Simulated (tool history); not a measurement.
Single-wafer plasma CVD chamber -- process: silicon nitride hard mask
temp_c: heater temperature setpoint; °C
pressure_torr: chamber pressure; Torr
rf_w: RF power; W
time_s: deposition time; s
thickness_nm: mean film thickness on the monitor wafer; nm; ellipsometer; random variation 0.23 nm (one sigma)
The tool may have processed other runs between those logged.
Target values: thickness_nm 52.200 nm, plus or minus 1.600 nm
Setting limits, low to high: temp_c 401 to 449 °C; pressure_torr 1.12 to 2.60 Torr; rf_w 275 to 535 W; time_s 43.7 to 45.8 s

run	day	temp_c	pressure_torr	rf_w	time_s	thickness_nm
1	0.000	425	1.86	405	45.8	62.850
2	0.154	425	1.64	405	45.8	60.293
3	0.342	419	1.64	405	45.8	60.842
4	0.588	419	1.61	400	45.7	59.734
5	0.829	419	1.58	395	45.6	59.104
6	1.167	419	1.58	415	45.6	61.090
7	1.446	419	1.55	410	45.5	60.018
8	1.604	419	1.52	405	45.4	58.853
9	1.975	419	1.49	400	45.3	57.952
10	2.075	419	1.46	395	45.3	57.642
11	2.392	419	1.44	390	45.2	56.855
12	2.454	419	1.44	390	45.2	57.348
13	2.621	419	1.27	345	44.2	49.695
14	2.771	419	1.29	345	44.2	49.568
15	3.100	419	1.31	345	44.2	50.328
16	3.421	419	1.32	345	44.2	50.429
17	3.758	419	1.33	345	44.2	50.417
18	3.867	419	1.34	345	44.2	50.030
19	4.017	419	1.47	365	44.5	53.517

Below are 5 possible settings for the next run. Only one of them brings all results inside the allowed miss of their targets. Which is it?
A	4.167	401	1.48	385	44.5	?
B	4.167	419	1.60	390	43.7	?
C	4.167	412	1.21	350	45.8	?
D	4.167	416	1.37	380	45.8	?
E	4.167	418	1.58	360	45.8	?

move	thickness_nm
A	56.049
B	56.105
C	51.353
D	55.713
E	55.766
A: lands further from the targets than the last run did
B: lands further from the targets than the last run did
C: in spec on every target
D: lands further from the targets than the last run did
E: lands further from the targets than the last run did
Go with C: it meets all targets.
